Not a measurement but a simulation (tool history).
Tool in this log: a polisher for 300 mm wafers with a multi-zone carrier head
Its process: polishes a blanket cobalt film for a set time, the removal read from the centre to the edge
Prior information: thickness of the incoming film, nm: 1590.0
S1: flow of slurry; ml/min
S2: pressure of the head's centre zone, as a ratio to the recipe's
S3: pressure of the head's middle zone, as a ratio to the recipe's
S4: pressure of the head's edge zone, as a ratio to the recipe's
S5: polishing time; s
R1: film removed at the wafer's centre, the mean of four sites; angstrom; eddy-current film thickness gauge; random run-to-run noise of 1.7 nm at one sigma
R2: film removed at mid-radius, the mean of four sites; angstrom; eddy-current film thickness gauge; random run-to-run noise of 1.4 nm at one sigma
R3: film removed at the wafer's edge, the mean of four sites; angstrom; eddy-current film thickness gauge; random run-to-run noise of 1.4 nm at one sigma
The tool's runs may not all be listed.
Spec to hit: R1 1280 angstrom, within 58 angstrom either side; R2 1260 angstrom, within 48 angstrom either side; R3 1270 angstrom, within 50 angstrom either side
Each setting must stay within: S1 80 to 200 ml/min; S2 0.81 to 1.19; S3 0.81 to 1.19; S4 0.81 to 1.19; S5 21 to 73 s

{"run": 1, "hour": 0.0, "S1": 130, "S2": 1, "S3": 1, "S4": 1, "S5": 47, "R1": 1489.9, "R2": 1494.8, "R3": 1584.3}
{"run": 2, "hour": 6.9, "S1": 125, "S2": 1, "S3": 1, "S4": 0.98, "S5": 46, "R1": 1457.8, "R2": 1433, "R3": 1494.4}
{"run": 3, "hour": 14.8, "S1": 125, "S2": 1.05, "S3": 1, "S4": 0.98, "S5": 46, "R1": 1573.2, "R2": 1424.5, "R3": 1479.3}
{"run": 4, "hour": 23.5, "S1": 120, "S2": 1.04, "S3": 1, "S4": 0.96, "S5": 46, "R1": 1474.5, "R2": 1470.1, "R3": 1468.8}
{"run": 5, "hour": 24.4, "S1": 115, "S2": 1.04, "S3": 0.99, "S4": 0.95, "S5": 45, "R1": 1468.3, "R2": 1365, "R3": 1436.6}
{"run": 6, "hour": 32.8, "S1": 115, "S2": 1.04, "S3": 0.92, "S4": 0.95, "S5": 45, "R1": 1493.8, "R2": 1295.1, "R3": 1417.3}
{"run": 7, "hour": 33.6, "S1": 110, "S2": 1.03, "S3": 0.93, "S4": 0.93, "S5": 45, "R1": 1476.5, "R2": 1290.7, "R3": 1405.2}
{"run": 8, "hour": 35.3, "S1": 110, "S2": 1.02, "S3": 0.94, "S4": 0.92, "S5": 45, "R1": 1400, "R2": 1303.2, "R3": 1355.3}

4 next moves are on the table. One of them brings every result within its allowed miss. Which?
{"run": "A", "hour": 37.0, "S1": 130, "S2": 1.04, "S3": 0.9, "S4": 1.05, "S5": 42, "R1": "?", "R2": "?", "R3": "?"}
{"run": "B", "hour": 37.0, "S1": 120, "S2": 0.96, "S3": 0.97, "S4": 0.92, "S5": 44, "R1": "?", "R2": "?", "R3": "?"}
{"run": "C", "hour": 37.0, "S1": 110, "S2": 1, "S3": 0.98, "S4": 0.91, "S5": 41, "R1": "?", "R2": "?", "R3": "?"}
{"run": "D", "hour": 37.0, "S1": 135, "S2": 1.16, "S3": 0.94, "S4": 0.88, "S5": 42, "R1": "?", "R2": "?", "R3": "?"}

move=A R1=1430.7 R2=1250.5 R3=1423.6
move=B R1=1360.5 R2=1375.2 R3=1384.3
move=C R1=1296.2 R2=1270.9 R3=1268.5
move=D R1=1609.5 R2=1304.8 R3=1314.8
A: its largest miss is bigger than the last run's
B: its largest miss is bigger than the last run's
C: all results land within tolerance of their targets
D: its largest miss is bigger than the last run's
The right move is C.

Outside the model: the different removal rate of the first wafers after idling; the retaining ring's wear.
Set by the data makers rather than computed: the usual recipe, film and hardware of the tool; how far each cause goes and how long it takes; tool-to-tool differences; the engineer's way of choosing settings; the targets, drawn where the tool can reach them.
